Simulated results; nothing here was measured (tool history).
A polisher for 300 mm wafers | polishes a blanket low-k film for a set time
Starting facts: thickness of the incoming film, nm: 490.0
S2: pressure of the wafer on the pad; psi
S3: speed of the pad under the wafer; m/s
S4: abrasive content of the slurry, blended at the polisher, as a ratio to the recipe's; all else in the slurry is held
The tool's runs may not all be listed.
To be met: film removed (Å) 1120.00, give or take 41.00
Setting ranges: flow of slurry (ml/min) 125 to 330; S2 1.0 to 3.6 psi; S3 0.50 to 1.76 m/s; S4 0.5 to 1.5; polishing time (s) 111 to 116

Run 1, hour 0.0: flow of slurry (ml/min) 210, S2 2.3 psi, S3 1.12 m/s, S4 1.0, polishing time (s) 111. Result: film removed (Å) 628.32.
Run 2, hour 3.0: flow of slurry (ml/min) 210, S2 2.3 psi, S3 1.12 m/s, S4 1.0, polishing time (s) 111. Result: film removed (Å) 625.95.
Run 3, hour 8.4: flow of slurry (ml/min) 210, S2 2.5 psi, S3 1.12 m/s, S4 1.0, polishing time (s) 111. Result: film removed (Å) 692.00.
Run 4, hour 14.7: flow of slurry (ml/min) 210, S2 2.5 psi, S3 1.12 m/s, S4 0.9, polishing time (s) 111. Result: film removed (Å) 623.85.
Run 5, hour 18.6: flow of slurry (ml/min) 210, S2 2.7 psi, S3 1.16 m/s, S4 0.9, polishing time (s) 111. Result: film removed (Å) 710.26.
Run 6, hour 20.3: flow of slurry (ml/min) 210, S2 2.9 psi, S3 1.18 m/s, S4 0.9, polishing time (s) 111. Result: film removed (Å) 760.95.
Run 7, hour 27.9: flow of slurry (ml/min) 220, S2 3.5 psi, S3 1.40 m/s, S4 0.9, polishing time (s) 111. Result: film removed (Å) 1040.70.
Run 8, hour 34.0: flow of slurry (ml/min) 220, S2 3.5 psi, S3 1.42 m/s, S4 0.9, polishing time (s) 111. Result: film removed (Å) 1034.80.

Below are 4 possible settings for the next run. Only one of them brings all results inside the allowed miss of their targets. Which is it?
Run A, hour 40.1: flow of slurry (ml/min) 190, S2 3.0 psi, S3 1.76 m/s, S4 0.8, polishing time (s) 111. Result: film removed (Å) ?.
Run B, hour 40.1: flow of slurry (ml/min) 230, S2 3.5 psi, S3 1.38 m/s, S4 1.0, polishing time (s) 111. Result: film removed (Å) ?.
Run C, hour 40.1: flow of slurry (ml/min) 205, S2 3.4 psi, S3 1.76 m/s, S4 0.7, polishing time (s) 113. Result: film removed (Å) ?.
Run D, hour 40.1: flow of slurry (ml/min) 225, S2 3.4 psi, S3 1.44 m/s, S4 0.9, polishing time (s) 111. Result: film removed (Å) ?.

move  film removed (Å)
   A            971.84
   B           1135.70
   C            999.09
   D           1057.90
A: further off than the last run
B: each result inside its tolerance
C: further off than the last run
D: gains on the last run, yet a result remains outside its allowed miss
B meets every target.

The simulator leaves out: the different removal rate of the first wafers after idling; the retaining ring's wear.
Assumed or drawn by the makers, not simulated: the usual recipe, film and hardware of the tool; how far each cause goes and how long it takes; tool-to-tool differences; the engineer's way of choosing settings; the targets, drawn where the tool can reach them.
